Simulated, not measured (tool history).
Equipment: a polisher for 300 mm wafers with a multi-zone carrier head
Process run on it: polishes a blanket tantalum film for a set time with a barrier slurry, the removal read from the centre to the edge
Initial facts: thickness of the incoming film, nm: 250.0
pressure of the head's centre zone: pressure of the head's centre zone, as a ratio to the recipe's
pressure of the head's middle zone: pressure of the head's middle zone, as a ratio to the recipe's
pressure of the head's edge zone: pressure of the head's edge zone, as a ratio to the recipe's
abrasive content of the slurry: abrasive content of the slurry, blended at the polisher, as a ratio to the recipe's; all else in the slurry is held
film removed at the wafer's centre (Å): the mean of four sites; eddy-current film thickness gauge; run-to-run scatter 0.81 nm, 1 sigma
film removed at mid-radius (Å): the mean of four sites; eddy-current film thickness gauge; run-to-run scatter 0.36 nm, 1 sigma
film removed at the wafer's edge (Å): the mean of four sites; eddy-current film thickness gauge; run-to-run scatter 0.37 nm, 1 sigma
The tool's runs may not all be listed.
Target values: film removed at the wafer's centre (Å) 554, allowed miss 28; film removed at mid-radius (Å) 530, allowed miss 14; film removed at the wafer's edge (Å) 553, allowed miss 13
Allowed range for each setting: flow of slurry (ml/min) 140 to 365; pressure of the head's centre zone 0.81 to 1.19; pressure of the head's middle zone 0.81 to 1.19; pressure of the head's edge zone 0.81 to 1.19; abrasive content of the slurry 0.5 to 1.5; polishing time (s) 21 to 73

| run | hour | flow of slurry (ml/min) | pressure of the head's centre zone | pressure of the head's middle zone | pressure of the head's edge zone | abrasive content of the slurry | polishing time (s) | film removed at the wafer's centre (Å) | film removed at mid-radius (Å) | film removed at the wafer's edge (Å) |
|---|---|---|---|---|---|---|---|---|---|---|
| 1 | 0 | 235 | 1 | 1 | 1 | 1 | 47 | 778.99 | 742.88 | 750.69 |
| 2 | 8.5 | 235 | 1 | 1 | 1 | 1.1 | 47 | 791.28 | 758 | 770.62 |
| 3 | 12.6 | 235 | 0.92 | 1 | 1 | 1.1 | 47 | 720.35 | 761.7 | 769.03 |
| 4 | 18.5 | 225 | 0.91 | 0.96 | 0.95 | 0.9 | 46 | 672.48 | 697.29 | 694.89 |
| 5 | 26.4 | 215 | 0.9 | 0.92 | 0.93 | 0.8 | 45 | 620.09 | 649.8 | 665.14 |
| 6 | 30.6 | 215 | 0.9 | 0.92 | 0.93 | 0.7 | 45 | 584.91 | 619.74 | 630.79 |
| 7 | 33 | 210 | 0.92 | 0.9 | 0.91 | 0.65 | 44 | 573.44 | 593.56 | 605.18 |
| 8 | 36.6 | 205 | 0.94 | 0.88 | 0.89 | 0.6 | 44 | 575.74 | 572.82 | 587.59 |
| 9 | 39 | 200 | 0.94 | 0.86 | 0.87 | 0.55 | 44 | 557.4 | 550.76 | 556.6 |

Of the 5 settings listed for the next run, only one would bring every result within its allowed miss of target. Which one?
| A | 41.4 | 195 | 0.99 | 0.88 | 0.82 | 0.5 | 45 | ? | ? | ? |
| B | 41.4 | 160 | 0.95 | 0.96 | 0.87 | 0.55 | 42 | ? | ? | ? |
| C | 41.4 | 205 | 0.92 | 0.94 | 0.87 | 0.5 | 46 | ? | ? | ? |
| D | 41.4 | 175 | 0.96 | 0.92 | 0.87 | 0.5 | 45 | ? | ? | ? |
| E | 41.4 | 140 | 0.95 | 0.81 | 0.86 | 0.5 | 46 | ? | ? | ? |

| move | film removed at the wafer's centre (Å) | film removed at mid-radius (Å) | film removed at the wafer's edge (Å) |
|---|---|---|---|
| A | 597.91 | 547.06 | 543.83 |
| B | 537.91 | 534.21 | 527.26 |
| C | 570.88 | 578.48 | 572.57 |
| D | 572.73 | 551.72 | 553.74 |
| E | 563.9 | 522.01 | 553.92 |
A: misses by more than the last run did
B: brings the result that was furthest off to its target, and leaves another outside
C: misses by more than the last run did
D: no better and no worse than the last run
E: each result inside its tolerance
E is the move that brings every result within its allowed miss.
